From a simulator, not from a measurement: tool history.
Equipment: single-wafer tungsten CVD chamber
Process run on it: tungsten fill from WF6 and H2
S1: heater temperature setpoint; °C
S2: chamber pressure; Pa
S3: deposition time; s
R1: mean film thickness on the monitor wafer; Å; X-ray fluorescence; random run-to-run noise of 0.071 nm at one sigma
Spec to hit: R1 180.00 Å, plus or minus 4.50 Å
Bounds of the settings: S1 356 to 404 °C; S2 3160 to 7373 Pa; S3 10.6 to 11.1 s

{"run": 1, "hour": 0.0, "S1": 380, "S2": 5266, "S3": 11.1, "R1": 259.27}
{"run": 2, "hour": 6.3, "S1": 375, "S2": 5240, "S3": 11.1, "R1": 236.74}
{"run": 3, "hour": 13.6, "S1": 375, "S2": 5746, "S3": 11.1, "R1": 241.59}
{"run": 4, "hour": 21.9, "S1": 371, "S2": 5706, "S3": 11.1, "R1": 223.47}
{"run": 5, "hour": 22.6, "S1": 368, "S2": 5680, "S3": 11.1, "R1": 213.01}
{"run": 6, "hour": 27.5, "S1": 366, "S2": 5653, "S3": 11.1, "R1": 205.97}
{"run": 7, "hour": 32.1, "S1": 364, "S2": 5640, "S3": 11.1, "R1": 195.02}
{"run": 8, "hour": 36.2, "S1": 363, "S2": 5626, "S3": 11.1, "R1": 194.43}
{"run": 9, "hour": 39.4, "S1": 362, "S2": 5613, "S3": 11.1, "R1": 189.59}
{"run": 10, "hour": 43.1, "S1": 361, "S2": 5613, "S3": 11.1, "R1": 187.01}

Of the 5 settings listed for the next run, only one would bring every result within its allowed miss of target. Which one?
{"run": "A", "hour": 46.8, "S1": 360, "S2": 5400, "S3": 10.6, "R1": "?"}
{"run": "B", "hour": 46.8, "S1": 357, "S2": 6279, "S3": 11.1, "R1": "?"}
{"run": "C", "hour": 46.8, "S1": 359, "S2": 5440, "S3": 10.6, "R1": "?"}
{"run": "D", "hour": 46.8, "S1": 360, "S2": 6439, "S3": 11.0, "R1": "?"}
{"run": "E", "hour": 46.8, "S1": 363, "S2": 5253, "S3": 11.1, "R1": "?"}

move=A R1=173.39
move=B R1=179.38
move=C R1=170.48
move=D R1=189.69
move=E R1=190.70
A: moves the result that the last run missed by most past its target, out the other side
B: each result inside its tolerance
C: moves the result that the last run missed by most past its target, out the other side
D: its largest miss is bigger than the last run's
E: its largest miss is bigger than the last run's
So the answer is move B, the one that meets all the targets.

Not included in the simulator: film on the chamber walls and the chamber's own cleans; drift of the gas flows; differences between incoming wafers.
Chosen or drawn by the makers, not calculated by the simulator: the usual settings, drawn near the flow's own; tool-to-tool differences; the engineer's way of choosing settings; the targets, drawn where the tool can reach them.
